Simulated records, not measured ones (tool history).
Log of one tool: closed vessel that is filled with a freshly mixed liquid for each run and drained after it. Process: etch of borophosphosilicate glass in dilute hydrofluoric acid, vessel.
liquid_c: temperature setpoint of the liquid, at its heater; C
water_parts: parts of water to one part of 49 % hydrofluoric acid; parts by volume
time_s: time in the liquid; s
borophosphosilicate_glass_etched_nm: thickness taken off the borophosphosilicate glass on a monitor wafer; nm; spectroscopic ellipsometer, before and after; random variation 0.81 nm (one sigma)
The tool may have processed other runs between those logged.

| run | day | liquid_c | water_parts | time_s | borophosphosilicate_glass_etched_nm |
|---|---|---|---|---|---|
| 1 | 0 | 24 | 50 | 90 | 96.06 |
| 2 | 0.125 | 24.5 | 50 | 90 | 96.984 |
| 3 | 0.171 | 24.5 | 60 | 90 | 80.376 |
| 4 | 0.338 | 25.5 | 60 | 90 | 82.824 |
| 5 | 0.596 | 25.5 | 60 | 100 | 93.082 |
| 6 | 0.871 | 23.5 | 60 | 100 | 84.352 |

Expected results for the next run?
| 7 | 1.167 | 24.5 | 60 | 100 | ? |

{"run 7": {"borophosphosilicate_glass_etched_nm": 89.445}}

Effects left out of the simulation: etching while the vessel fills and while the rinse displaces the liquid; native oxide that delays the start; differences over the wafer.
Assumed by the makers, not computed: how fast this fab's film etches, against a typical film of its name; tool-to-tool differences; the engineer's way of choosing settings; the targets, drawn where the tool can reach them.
